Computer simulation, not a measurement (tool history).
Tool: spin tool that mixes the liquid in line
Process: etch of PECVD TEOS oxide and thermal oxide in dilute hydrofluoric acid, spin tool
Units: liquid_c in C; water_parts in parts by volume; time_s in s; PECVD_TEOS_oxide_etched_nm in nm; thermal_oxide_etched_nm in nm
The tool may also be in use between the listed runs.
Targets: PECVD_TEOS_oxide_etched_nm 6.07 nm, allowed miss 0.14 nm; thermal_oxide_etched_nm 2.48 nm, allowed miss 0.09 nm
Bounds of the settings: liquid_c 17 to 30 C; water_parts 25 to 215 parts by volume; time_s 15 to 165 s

run 1 hour=0 | liquid_c=22 water_parts=120 time_s=85 | PECVD_TEOS_oxide_etched_nm=6.6574 thermal_oxide_etched_nm=2.7202
run 2 hour=4.3 | liquid_c=21.5 water_parts=120 time_s=85 | PECVD_TEOS_oxide_etched_nm=6.4931 thermal_oxide_etched_nm=2.6801
run 3 hour=4.8 | liquid_c=23.5 water_parts=120 time_s=85 | PECVD_TEOS_oxide_etched_nm=7.1158 thermal_oxide_etched_nm=2.8897
run 4 hour=12.7 | liquid_c=23.5 water_parts=120 time_s=115 | PECVD_TEOS_oxide_etched_nm=9.4646 thermal_oxide_etched_nm=3.9807
-- hour=13.6 hydrofluoric acid flow meter replaced
run 5 hour=13.6 | liquid_c=22.5 water_parts=125 time_s=115 | PECVD_TEOS_oxide_etched_nm=9.3492 thermal_oxide_etched_nm=3.8591
run 6 hour=16.8 | liquid_c=21.5 water_parts=135 time_s=115 | PECVD_TEOS_oxide_etched_nm=8.2415 thermal_oxide_etched_nm=3.3335
run 7 hour=18 | liquid_c=21 water_parts=140 time_s=115 | PECVD_TEOS_oxide_etched_nm=7.7152 thermal_oxide_etched_nm=3.1843
run 8 hour=23.4 | liquid_c=20 water_parts=145 time_s=115 | PECVD_TEOS_oxide_etched_nm=7.2051 thermal_oxide_etched_nm=2.8835

5 next moves are on the table. One of them brings every result within its allowed miss. Which?
run A hour=28.8 | liquid_c=17 water_parts=175 time_s=130 | PECVD_TEOS_oxide_etched_nm=? thermal_oxide_etched_nm=?
run B hour=28.8 | liquid_c=20 water_parts=160 time_s=115 | PECVD_TEOS_oxide_etched_nm=? thermal_oxide_etched_nm=?
run C hour=28.8 | liquid_c=20.5 water_parts=135 time_s=95 | PECVD_TEOS_oxide_etched_nm=? thermal_oxide_etched_nm=?
run D hour=28.8 | liquid_c=23 water_parts=115 time_s=70 | PECVD_TEOS_oxide_etched_nm=? thermal_oxide_etched_nm=?
run E hour=28.8 | liquid_c=17.5 water_parts=130 time_s=95 | PECVD_TEOS_oxide_etched_nm=? thermal_oxide_etched_nm=?

move=A PECVD_TEOS_oxide_etched_nm=5.7208 thermal_oxide_etched_nm=2.3698
move=B PECVD_TEOS_oxide_etched_nm=6.3334 thermal_oxide_etched_nm=2.6236
move=C PECVD_TEOS_oxide_etched_nm=6.4937 thermal_oxide_etched_nm=2.69
move=D PECVD_TEOS_oxide_etched_nm=6.3448 thermal_oxide_etched_nm=2.6283
move=E PECVD_TEOS_oxide_etched_nm=6.0009 thermal_oxide_etched_nm=2.4858
A: takes the result that was furthest off past its target
B: nearer than the last run, and not there yet
C: nearer than the last run, and not there yet
D: nearer than the last run, and not there yet
E: meets every target
Answer: E
